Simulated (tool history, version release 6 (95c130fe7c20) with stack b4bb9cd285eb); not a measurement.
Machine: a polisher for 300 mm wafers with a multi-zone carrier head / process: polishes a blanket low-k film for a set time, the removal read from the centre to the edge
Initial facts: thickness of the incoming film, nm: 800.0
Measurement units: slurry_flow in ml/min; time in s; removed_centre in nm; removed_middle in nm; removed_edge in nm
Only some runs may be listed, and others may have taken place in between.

| run | hour | slurry_flow | centre_zone | middle_zone | edge_zone | slurry_solids | time | removed_centre | removed_middle | removed_edge |
|---|---|---|---|---|---|---|---|---|---|---|
| 1 | 0 | 280 | 1 | 1 | 1 | 1 | 36 | 16.134 | 16.41 | 15.953 |
| 2 | 4.5 | 280 | 0.98 | 0.99 | 0.98 | 0.95 | 36 | 15.488 | 15.469 | 15.167 |
| 3 | 7.5 | 280 | 0.98 | 0.99 | 0.94 | 0.95 | 36 | 15.252 | 15.355 | 15.083 |
| 4 | 9.2 | 280 | 0.98 | 0.99 | 0.94 | 0.8 | 36 | 13.547 | 13.629 | 13.304 |
| 5 | 17.9 | 280 | 0.98 | 0.99 | 0.94 | 0.8 | 42 | 16.032 | 16.114 | 15.358 |
| 6 | 18.6 | 280 | 1.03 | 0.99 | 0.94 | 0.8 | 42 | 16.733 | 15.969 | 15.5 |
| 7 | 25.3 | 275 | 1 | 0.99 | 0.92 | 0.75 | 42 | 15.469 | 15.094 | 14.709 |
| 8 | 30.4 | 275 | 0.98 | 0.99 | 0.9 | 0.7 | 42 | 14.015 | 14.292 | 13.356 |

For run 9, what comes out?
| 9 | 34.4 | 230 | 0.88 | 0.91 | 0.87 | 0.7 | 42 | ? | ? | ? |

removed_centre: 12.453 nm
removed_middle: 13.003 nm
removed_edge: 12.981 nm
